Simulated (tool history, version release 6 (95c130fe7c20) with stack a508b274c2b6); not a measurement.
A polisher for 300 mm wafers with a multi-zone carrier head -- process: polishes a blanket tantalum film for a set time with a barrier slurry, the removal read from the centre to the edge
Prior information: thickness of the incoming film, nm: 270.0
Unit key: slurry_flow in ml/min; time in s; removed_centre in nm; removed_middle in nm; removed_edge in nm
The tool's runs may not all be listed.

run 1 hour=0.0 | slurry_flow=225 centre_zone=1.00 middle_zone=1.00 edge_zone=1.00 slurry_solids=1.00 time=46 | removed_centre=81.259 removed_middle=83.944 removed_edge=80.648
run 2 hour=3.9 | slurry_flow=225 centre_zone=0.97 middle_zone=1.02 edge_zone=0.97 slurry_solids=0.85 time=41 | removed_centre=66.759 removed_middle=73.165 removed_edge=66.996
run 3 hour=11.2 | slurry_flow=225 centre_zone=0.94 middle_zone=1.02 edge_zone=0.97 slurry_solids=0.85 time=41 | removed_centre=63.675 removed_middle=71.108 removed_edge=67.371
run 4 hour=18.2 | slurry_flow=225 centre_zone=0.94 middle_zone=1.02 edge_zone=1.01 slurry_solids=0.85 time=41 | removed_centre=65.586 removed_middle=73.336 removed_edge=69.861
run 5 hour=21.0 | slurry_flow=225 centre_zone=0.93 middle_zone=1.03 edge_zone=0.97 slurry_solids=0.75 time=38 | removed_centre=57.697 removed_middle=63.608 removed_edge=60.070
run 6 hour=27.9 | slurry_flow=225 centre_zone=0.93 middle_zone=1.00 edge_zone=0.97 slurry_solids=0.75 time=38 | removed_centre=56.994 removed_middle=62.747 removed_edge=59.282
run 7 hour=32.9 | slurry_flow=230 centre_zone=0.91 middle_zone=1.02 edge_zone=0.93 slurry_solids=0.70 time=37 | removed_centre=54.100 removed_middle=62.328 removed_edge=56.646

Predict the results of run 8:
run 8 hour=40.8 | slurry_flow=230 centre_zone=0.90 middle_zone=1.02 edge_zone=0.90 slurry_solids=0.65 time=36 | removed_centre=? removed_middle=? removed_edge=?

For run 8 the tool returned removed_centre 50.639 nm, removed_middle 56.452 nm, removed_edge 53.609 nm.

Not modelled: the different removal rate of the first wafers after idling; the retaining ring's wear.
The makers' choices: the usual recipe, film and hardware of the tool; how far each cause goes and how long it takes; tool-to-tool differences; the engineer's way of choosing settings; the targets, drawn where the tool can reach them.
